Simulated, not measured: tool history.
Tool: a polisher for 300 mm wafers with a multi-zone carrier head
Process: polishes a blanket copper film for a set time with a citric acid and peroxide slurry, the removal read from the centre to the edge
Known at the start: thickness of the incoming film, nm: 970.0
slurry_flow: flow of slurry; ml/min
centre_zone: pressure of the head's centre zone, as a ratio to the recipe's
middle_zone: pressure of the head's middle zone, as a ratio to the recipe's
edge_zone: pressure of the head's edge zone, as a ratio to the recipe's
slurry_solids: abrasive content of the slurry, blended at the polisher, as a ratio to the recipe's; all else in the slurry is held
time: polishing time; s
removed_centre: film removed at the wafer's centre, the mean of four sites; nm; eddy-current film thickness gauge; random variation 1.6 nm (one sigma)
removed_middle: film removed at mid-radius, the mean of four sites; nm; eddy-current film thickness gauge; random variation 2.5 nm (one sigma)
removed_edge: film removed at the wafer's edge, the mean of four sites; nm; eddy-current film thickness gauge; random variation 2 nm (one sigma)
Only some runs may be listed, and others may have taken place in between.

| run | hour | slurry_flow | centre_zone | middle_zone | edge_zone | slurry_solids | time | removed_centre | removed_middle | removed_edge |
|---|---|---|---|---|---|---|---|---|---|---|
| 1 | 0 | 255 | 1 | 1 | 1 | 1 | 76 | 261.69 | 262.97 | 258.23 |
| 2 | 1.2 | 255 | 0.92 | 1 | 1 | 1 | 76 | 240.18 | 265.63 | 256.88 |
| 3 | 9.8 | 270 | 0.92 | 1.03 | 1.04 | 1.05 | 76 | 248.48 | 277.45 | 268.45 |
| 4 | 17.6 | 270 | 0.84 | 1.03 | 1.04 | 1.05 | 76 | 225.56 | 270.52 | 268.8 |
| 5 | 20.7 | 270 | 0.84 | 1.03 | 1.11 | 1.05 | 76 | 223.02 | 277.82 | 278.02 |
| 6 | 27.3 | 270 | 0.84 | 1.03 | 1.08 | 1.05 | 76 | 224.48 | 270.97 | 273.93 |
| 7 | 29.7 | 285 | 0.86 | 1.05 | 1.1 | 1.05 | 76 | 232.49 | 278.54 | 277.27 |
| 8 | 30.5 | 290 | 0.87 | 1.08 | 1.12 | 1.1 | 76 | 239.37 | 294.39 | 281.06 |
| 9 | 37.3 | 300 | 0.87 | 1.09 | 1.14 | 1.1 | 76 | 238.9 | 295.95 | 283.78 |
| 10 | 40.7 | 305 | 0.88 | 1.1 | 1.15 | 1.15 | 76 | 243.68 | 302.33 | 297.66 |

Predict the results of run 11:
| 11 | 47.7 | 310 | 0.89 | 1.11 | 1.15 | 1.15 | 76 | ? | ? | ? |

removed_centre: 249.37 nm
removed_middle: 306.21 nm
removed_edge: 294.06 nm
